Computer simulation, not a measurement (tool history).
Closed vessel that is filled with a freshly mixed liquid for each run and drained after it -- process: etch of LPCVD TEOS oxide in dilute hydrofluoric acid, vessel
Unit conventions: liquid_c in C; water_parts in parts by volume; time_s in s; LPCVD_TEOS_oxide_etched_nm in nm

run	hour	liquid_c	water_parts	time_s	LPCVD_TEOS_oxide_etched_nm
1	0.0	21.0	90	30	4.6916
2	2.6	21.0	110	30	3.7780
3	9.4	21.0	110	30	3.8239
4	17.9	21.0	90	30	4.6260
5	25.9	19.0	90	30	4.2968
6	32.1	19.0	90	30	4.3225
7	34.5	21.5	80	30	5.3327
8	39.1	23.5	75	30	6.3783

Run 9 is up next; what results do you expect?
9	39.9	25.0	75	30	?

{"run 9": {"LPCVD_TEOS_oxide_etched_nm": 6.8693}}
